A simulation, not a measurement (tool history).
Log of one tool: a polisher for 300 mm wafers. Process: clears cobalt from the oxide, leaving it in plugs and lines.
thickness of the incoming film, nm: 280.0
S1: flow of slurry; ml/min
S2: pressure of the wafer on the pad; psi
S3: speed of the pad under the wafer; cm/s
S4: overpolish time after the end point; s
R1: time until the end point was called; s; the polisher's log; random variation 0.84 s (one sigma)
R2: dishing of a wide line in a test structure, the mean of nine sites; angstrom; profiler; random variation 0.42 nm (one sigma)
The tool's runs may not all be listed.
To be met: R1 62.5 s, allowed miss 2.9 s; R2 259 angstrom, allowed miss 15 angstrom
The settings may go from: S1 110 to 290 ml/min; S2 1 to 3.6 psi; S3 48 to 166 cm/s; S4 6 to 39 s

run,day,S1,S2,S3,S4,R1,R2
1,0,185,2.3,106,20,49.937,429.07
2,0.317,205,2.3,106,20,49.786,433.93
3,0.617,180,2.2,106,16,53.005,409.08
4,0.712,175,2.3,96,13,53.974,365.79
5,0.929,210,2.3,96,13,53.789,377.86
6,1.092,180,2.5,82,11,57.204,333.46
7,1.188,165,2.6,74,10,58.471,308.6
8,1.371,155,2.6,70,9,61.971,281.8

Which of these 4 next moves meets every target?
A,1.554,180,2.5,70,12,?,?
B,1.554,130,2.4,86,11,?,?
C,1.554,110,2.8,60,11,?,?
D,1.554,120,2.7,70,8,?,?

move,R1,R2
A,62.511,328.22
B,59.798,320.32
C,67.198,299.39
D,62.107,256.7
A: further off than the last run
B: further off than the last run
C: further off than the last run
D: meets every target
The right move is D.

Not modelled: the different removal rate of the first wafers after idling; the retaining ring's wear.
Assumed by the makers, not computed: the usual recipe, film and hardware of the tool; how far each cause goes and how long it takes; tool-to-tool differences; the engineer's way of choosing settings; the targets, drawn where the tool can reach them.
